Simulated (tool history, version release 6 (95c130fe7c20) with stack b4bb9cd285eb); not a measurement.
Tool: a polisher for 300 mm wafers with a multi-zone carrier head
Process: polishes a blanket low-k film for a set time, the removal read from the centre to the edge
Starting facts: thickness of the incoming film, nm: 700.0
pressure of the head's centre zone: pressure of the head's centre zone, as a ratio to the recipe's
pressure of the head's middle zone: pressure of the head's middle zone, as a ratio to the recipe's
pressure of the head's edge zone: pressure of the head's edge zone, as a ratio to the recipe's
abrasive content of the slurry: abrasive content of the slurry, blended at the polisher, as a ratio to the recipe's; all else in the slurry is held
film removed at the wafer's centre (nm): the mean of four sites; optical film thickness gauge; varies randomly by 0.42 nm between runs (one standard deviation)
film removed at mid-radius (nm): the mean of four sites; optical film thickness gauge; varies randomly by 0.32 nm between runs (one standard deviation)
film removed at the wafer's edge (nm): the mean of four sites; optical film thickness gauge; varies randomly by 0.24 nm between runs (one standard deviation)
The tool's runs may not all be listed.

| run | day | flow of slurry (ml/min) | pressure of the head's centre zone | pressure of the head's middle zone | pressure of the head's edge zone | abrasive content of the slurry | polishing time (s) | film removed at the wafer's centre (nm) | film removed at mid-radius (nm) | film removed at the wafer's edge (nm) |
|---|---|---|---|---|---|---|---|---|---|---|
| 1 | 0 | 290 | 1 | 1 | 1 | 1 | 43 | 21.207 | 21.508 | 21.194 |
| 2 | 0.262 | 290 | 0.93 | 1 | 1 | 1 | 43 | 20.151 | 21.901 | 21.161 |
| 3 | 0.3 | 300 | 0.99 | 1.03 | 1 | 1.1 | 44 | 23.259 | 23.899 | 23.03 |
| 4 | 0.358 | 300 | 0.99 | 1.03 | 1 | 0.9 | 44 | 20.694 | 21.305 | 20.025 |
| 5 | 0.721 | 300 | 0.99 | 1.03 | 1 | 1.05 | 44 | 23.024 | 23.088 | 21.93 |
| 6 | 1 | 300 | 0.99 | 1.05 | 1.01 | 1.15 | 44 | 24.046 | 24.808 | 23.257 |
| 7 | 1.188 | 305 | 1.01 | 1.06 | 1.02 | 1.25 | 44 | 26.206 | 25.966 | 24.494 |
| 8 | 1.371 | 310 | 1.02 | 1.07 | 1.03 | 1.3 | 44 | 26.403 | 26.861 | 24.984 |
| 9 | 1.438 | 310 | 1.04 | 1.08 | 1.03 | 1.35 | 45 | 27.522 | 27.928 | 25.861 |

Run 10 is up next; what results do you expect?
| 10 | 1.654 | 320 | 1.07 | 1.09 | 1.04 | 1.4 | 46 | ? | ? | ? |

Run 10 measured film removed at the wafer's centre (nm) 29.479, film removed at mid-radius (nm) 29.802, film removed at the wafer's edge (nm) 26.869.
